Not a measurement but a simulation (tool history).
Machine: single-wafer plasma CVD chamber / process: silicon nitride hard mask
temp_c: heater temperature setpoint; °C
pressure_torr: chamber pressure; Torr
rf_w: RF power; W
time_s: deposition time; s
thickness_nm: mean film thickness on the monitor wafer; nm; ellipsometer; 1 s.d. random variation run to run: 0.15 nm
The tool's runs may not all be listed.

| run | hour | temp_c | pressure_torr | rf_w | time_s | thickness_nm |
|---|---|---|---|---|---|---|
| 1 | 0 | 415 | 1.87 | 250 | 23.6 | 23.274 |
| 2 | 7.6 | 415 | 1.87 | 250 | 23.6 | 23.31 |
| 3 | 12.3 | 415 | 1.87 | 250 | 24.3 | 23.868 |
| 4 | 13.9 | 415 | 1.93 | 255 | 24.3 | 24.479 |
| 5 | 16.4 | 415 | 1.62 | 255 | 24.3 | 23.225 |
| 6 | 17.1 | 415 | 1.7 | 260 | 24.3 | 24.014 |
| 7 | 23 | 415 | 1.76 | 260 | 24.3 | 24.018 |
| 8 | 29.3 | 415 | 1.82 | 265 | 24.3 | 24.708 |
| 9 | 31.3 | 415 | 1.87 | 265 | 24.3 | 24.869 |

Predict the results of run 10:
| 10 | 36.9 | 415 | 1.91 | 265 | 24.3 | ? |

Run 10 gave thickness_nm 25.257 nm.
